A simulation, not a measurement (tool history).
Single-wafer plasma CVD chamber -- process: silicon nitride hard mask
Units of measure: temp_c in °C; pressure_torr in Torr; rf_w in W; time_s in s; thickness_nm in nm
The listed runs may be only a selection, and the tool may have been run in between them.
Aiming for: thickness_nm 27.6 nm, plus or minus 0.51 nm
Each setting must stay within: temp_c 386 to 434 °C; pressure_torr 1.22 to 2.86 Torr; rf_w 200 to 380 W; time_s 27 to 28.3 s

run 1 hour=0 | temp_c=410 pressure_torr=2.04 rf_w=290 time_s=28.3 | thickness_nm=31.318
run 2 hour=4.2 | temp_c=406 pressure_torr=2.04 rf_w=290 time_s=28.3 | thickness_nm=31.047
run 3 hour=8.1 | temp_c=406 pressure_torr=1.82 rf_w=285 time_s=28.3 | thickness_nm=29.787
run 4 hour=11.2 | temp_c=406 pressure_torr=2.14 rf_w=285 time_s=28.3 | thickness_nm=31.398
run 5 hour=12.6 | temp_c=406 pressure_torr=1.93 rf_w=280 time_s=28.3 | thickness_nm=30.324
run 6 hour=14.4 | temp_c=402 pressure_torr=1.93 rf_w=280 time_s=28.3 | thickness_nm=29.942
run 7 hour=19 | temp_c=402 pressure_torr=1.79 rf_w=275 time_s=28.3 | thickness_nm=29.168
run 8 hour=24.7 | temp_c=402 pressure_torr=1.69 rf_w=275 time_s=28.3 | thickness_nm=28.685
run 9 hour=30.1 | temp_c=402 pressure_torr=1.62 rf_w=275 time_s=28.3 | thickness_nm=28.041
run 10 hour=37.6 | temp_c=402 pressure_torr=1.6 rf_w=275 time_s=28.3 | thickness_nm=28.168

Of the 5 settings listed for the next run, only one would bring every result within its allowed miss of target. Which one?
run A hour=45.1 | temp_c=398 pressure_torr=1.62 rf_w=295 time_s=27.6 | thickness_nm=?
run B hour=45.1 | temp_c=392 pressure_torr=1.63 rf_w=280 time_s=28.3 | thickness_nm=?
run C hour=45.1 | temp_c=397 pressure_torr=1.76 rf_w=265 time_s=28.3 | thickness_nm=?
run D hour=45.1 | temp_c=400 pressure_torr=1.76 rf_w=270 time_s=28.3 | thickness_nm=?
run E hour=45.1 | temp_c=400 pressure_torr=1.57 rf_w=275 time_s=27.6 | thickness_nm=?

move=A thickness_nm=28.64
move=B thickness_nm=28.653
move=C thickness_nm=28.36
move=D thickness_nm=28.619
move=E thickness_nm=27.234
A: the biggest miss grows against the last run
B: the biggest miss grows against the last run
C: the biggest miss grows against the last run
D: the biggest miss grows against the last run
E: every result lands within tolerance
E meets every target.
